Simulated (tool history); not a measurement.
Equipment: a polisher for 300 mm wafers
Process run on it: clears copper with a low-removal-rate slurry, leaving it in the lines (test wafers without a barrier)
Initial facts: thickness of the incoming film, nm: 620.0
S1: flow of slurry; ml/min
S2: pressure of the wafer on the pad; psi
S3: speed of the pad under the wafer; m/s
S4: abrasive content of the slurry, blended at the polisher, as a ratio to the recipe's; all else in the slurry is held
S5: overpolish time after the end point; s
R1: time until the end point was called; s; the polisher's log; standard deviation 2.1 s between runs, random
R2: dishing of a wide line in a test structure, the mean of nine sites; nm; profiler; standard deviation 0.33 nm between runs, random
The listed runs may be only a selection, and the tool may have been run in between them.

run	hour	S1	S2	S3	S4	S5	R1	R2
1	0	125	3.9	1.02	1	9	127.22	26.845
2	8.3	130	3.9	1.02	1	8	122.74	23.569
3	16.4	155	3.9	1.02	1	8	115.64	24.426
4	21.7	155	3	1.02	1	8	148.87	20.333
5	30.7	160	3.1	1.02	1	7	144.96	17.946
6	37.5	160	2.1	1.02	1	7	218.2	12.17
7	38.4	165	2.4	1.02	1	6	189.14	12.502
8	46	170	2.7	1.02	1	6	171.39	13.977
9	53.9	175	2.9	1.02	1	6	157.94	14.764
10	59.1	175	2.9	1.02	1	6	155.38	14.521

Run 11, settings as shown, results not yet in. Your forecast:
11	61.3	180	3	1.02	1	6	?	?

Run 11 yielded R1 149.31 s, R2 15.44 nm.
